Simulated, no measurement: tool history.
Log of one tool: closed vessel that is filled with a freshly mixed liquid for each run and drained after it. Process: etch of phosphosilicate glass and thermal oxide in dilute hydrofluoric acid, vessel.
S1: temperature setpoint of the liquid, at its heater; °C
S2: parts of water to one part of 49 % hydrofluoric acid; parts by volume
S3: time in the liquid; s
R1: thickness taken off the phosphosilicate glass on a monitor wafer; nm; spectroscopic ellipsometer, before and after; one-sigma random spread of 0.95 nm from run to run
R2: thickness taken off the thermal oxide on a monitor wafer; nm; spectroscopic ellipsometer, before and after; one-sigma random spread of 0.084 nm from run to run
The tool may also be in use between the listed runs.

| run | day | S1 | S2 | S3 | R1 | R2 |
|---|---|---|---|---|---|---|
| 1 | 0.000 | 22.0 | 75 | 60 | 112.84 | 3.7594 |
| 2 | 0.225 | 22.0 | 60 | 60 | 143.94 | 4.6819 |
| 3 | 0.583 | 22.0 | 60 | 70 | 168.40 | 5.5201 |
| 4 | 0.842 | 23.5 | 60 | 70 | 178.37 | 5.9209 |
| 5 | 1.021 | 24.5 | 60 | 70 | 186.06 | 6.1760 |
| 6 | 1.238 | 25.5 | 60 | 70 | 193.57 | 6.4089 |
| 7 | 1.342 | 25.5 | 60 | 70 | 193.95 | 6.5081 |

What will run 8 give?
| 8 | 1.488 | 26.0 | 60 | 70 | ? | ? |

{"run 8": {"R1": 197.54, "R2": 6.5472}}

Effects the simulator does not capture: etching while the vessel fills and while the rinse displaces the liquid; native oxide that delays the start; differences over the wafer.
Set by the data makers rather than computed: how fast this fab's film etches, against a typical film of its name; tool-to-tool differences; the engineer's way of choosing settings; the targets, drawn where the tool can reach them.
